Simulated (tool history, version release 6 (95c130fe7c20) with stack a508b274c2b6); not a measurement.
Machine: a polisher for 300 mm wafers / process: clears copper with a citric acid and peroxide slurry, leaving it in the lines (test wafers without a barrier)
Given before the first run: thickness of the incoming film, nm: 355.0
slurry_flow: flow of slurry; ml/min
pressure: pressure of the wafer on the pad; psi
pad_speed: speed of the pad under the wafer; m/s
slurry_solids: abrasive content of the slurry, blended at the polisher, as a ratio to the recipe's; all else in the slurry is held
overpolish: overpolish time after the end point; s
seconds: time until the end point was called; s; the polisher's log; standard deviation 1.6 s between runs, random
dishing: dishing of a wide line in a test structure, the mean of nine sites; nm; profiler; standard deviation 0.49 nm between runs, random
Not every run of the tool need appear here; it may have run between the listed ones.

run 1 hour=0.0 | slurry_flow=320 pressure=3.0 pad_speed=1.14 slurry_solids=1.0 overpolish=22 | seconds=157.61 dishing=22.641
run 2 hour=5.0 | slurry_flow=320 pressure=2.9 pad_speed=1.14 slurry_solids=1.0 overpolish=25 | seconds=160.87 dishing=24.078
run 3 hour=13.7 | slurry_flow=320 pressure=2.8 pad_speed=1.14 slurry_solids=1.0 overpolish=27 | seconds=164.42 dishing=24.273
run 4 hour=18.7 | slurry_flow=320 pressure=2.7 pad_speed=1.14 slurry_solids=1.0 overpolish=30 | seconds=173.47 dishing=24.828
run 5 hour=22.5 | slurry_flow=320 pressure=2.7 pad_speed=1.14 slurry_solids=1.0 overpolish=32 | seconds=170.09 dishing=25.593
run 6 hour=28.8 | slurry_flow=320 pressure=2.6 pad_speed=1.14 slurry_solids=1.0 overpolish=34 | seconds=178.83 dishing=26.710

Forecast run 7:
-- hour=29.5 head pressure recalibrated
run 7 hour=29.5 | slurry_flow=320 pressure=2.6 pad_speed=1.14 slurry_solids=1.0 overpolish=35 | seconds=? dishing=?

{"run 7": {"seconds": 164.63, "dishing": 27.094}}
